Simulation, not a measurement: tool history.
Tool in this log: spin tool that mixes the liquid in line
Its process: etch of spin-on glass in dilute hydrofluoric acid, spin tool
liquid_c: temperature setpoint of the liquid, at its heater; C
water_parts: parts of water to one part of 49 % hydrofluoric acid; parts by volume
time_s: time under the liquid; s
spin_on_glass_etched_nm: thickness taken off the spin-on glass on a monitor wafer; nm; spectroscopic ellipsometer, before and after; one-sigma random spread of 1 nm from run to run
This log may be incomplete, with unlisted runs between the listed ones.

{"run": 1, "hour": 0.0, "liquid_c": 21.0, "water_parts": 165, "time_s": 230, "spin_on_glass_etched_nm": 55.218}
{"run": 2, "hour": 2.2, "liquid_c": 23.5, "water_parts": 165, "time_s": 230, "spin_on_glass_etched_nm": 61.634}
{"run": 3, "hour": 5.2, "liquid_c": 24.5, "water_parts": 165, "time_s": 230, "spin_on_glass_etched_nm": 63.029}
{"run": 4, "hour": 11.1, "liquid_c": 25.5, "water_parts": 150, "time_s": 230, "spin_on_glass_etched_nm": 73.534}
{"run": 5, "hour": 14.0, "liquid_c": 26.0, "water_parts": 140, "time_s": 230, "spin_on_glass_etched_nm": 80.046}
{"run": 6, "hour": 22.9, "liquid_c": 28.5, "water_parts": 140, "time_s": 230, "spin_on_glass_etched_nm": 89.591}

Forecast run 7:
{"hour": 31.7, "done": "hydrofluoric acid flow meter replaced"}
{"run": 7, "hour": 31.7, "liquid_c": 28.5, "water_parts": 130, "time_s": 230, "spin_on_glass_etched_nm": "?"}

Run 7 measured spin_on_glass_etched_nm 113.340 nm.
